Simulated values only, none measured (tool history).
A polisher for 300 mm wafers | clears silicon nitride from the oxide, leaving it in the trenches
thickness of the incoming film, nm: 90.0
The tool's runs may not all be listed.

run  hour  flow of slurry (ml/min)  pressure of the wafer on the pad (kPa)  speed of the pad under the wafer (cm/s)  overpolish time after the end point (s)  time until the end point was called (s)
  1   0.0                      270                                    22.8                                       84                                       35                                  100.620
  2   6.6                      270                                    24.8                                       84                                       35                                   93.282
  3  13.3                      270                                    24.8                                       94                                       35                                   87.268
  4  17.3                      270                                    26.2                                       94                                       35                                   81.114
  5  20.0                      270                                    27.6                                       94                                       35                                   77.084
  6  26.0                      270                                    27.6                                       74                                       35                                   93.940
  7  29.2                      270                                    29.6                                       76                                       35                                   85.964
  8  32.4                      270                                    31.0                                       78                                       35                                   78.151
  9  36.0                      270                                    31.7                                       78                                       35                                   77.283
 10  40.6                      270                                    32.4                                       78                                       35                                   76.826
 11  45.2                      270                                    33.1                                       80                                       35                                   74.129
     52.4  -- head pressure recalibrated
 12  52.4                      270                                    33.8                                       82                                       35                                   75.592
 13  53.0                      275                                    34.5                                       86                                       35                                   70.711

Forecast run 14:
 14  54.3                      275                                    34.5                                       88                                       35                                        ?

Run 14 gave time until the end point was called (s) 68.846.

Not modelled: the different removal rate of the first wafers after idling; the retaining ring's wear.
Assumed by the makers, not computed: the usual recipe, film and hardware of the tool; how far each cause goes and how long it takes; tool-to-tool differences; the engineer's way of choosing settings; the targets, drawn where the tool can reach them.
